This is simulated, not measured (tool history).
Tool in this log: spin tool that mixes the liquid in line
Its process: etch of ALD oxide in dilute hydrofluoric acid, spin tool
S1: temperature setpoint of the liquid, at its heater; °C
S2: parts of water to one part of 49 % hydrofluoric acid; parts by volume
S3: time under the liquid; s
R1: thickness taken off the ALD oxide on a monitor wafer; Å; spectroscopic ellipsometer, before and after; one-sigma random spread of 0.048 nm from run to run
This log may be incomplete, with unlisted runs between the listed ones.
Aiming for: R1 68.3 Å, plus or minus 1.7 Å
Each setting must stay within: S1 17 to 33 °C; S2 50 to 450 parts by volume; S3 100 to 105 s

| run | day | S1 | S2 | S3 | R1 |
|---|---|---|---|---|---|
| 1 | 0 | 25 | 250 | 100 | 95.798 |
| 2 | 0.129 | 22 | 250 | 100 | 85.181 |
| 3 | 0.412 | 21.5 | 250 | 100 | 83.014 |
| 4 | 0.688 | 21 | 250 | 100 | 81.46 |
| 5 | 0.917 | 20.5 | 250 | 100 | 80.5 |
| 6 | 1.254 | 20.5 | 250 | 100 | 80.896 |
| 7 | 1.492 | 17 | 265 | 100 | 65.463 |
| 8 | 1.604 | 17 | 265 | 100 | 65.723 |

Exercise: of the 4 proposed moves below, exactly one satisfies all targets within the stated allowed misses. Which move is it?
| A | 1.717 | 18.5 | 285 | 100 | ? |
| B | 1.717 | 19.5 | 305 | 100 | ? |
| C | 1.717 | 17.5 | 275 | 100 | ? |
| D | 1.717 | 20 | 280 | 100 | ? |

| move | R1 |
|---|---|
| A | 64.437 |
| B | 61.398 |
| C | 64.863 |
| D | 69.66 |
A: its largest miss is bigger than the last run's
B: its largest miss is bigger than the last run's
C: its largest miss is bigger than the last run's
D: meets every target
The move that meets every target is D.
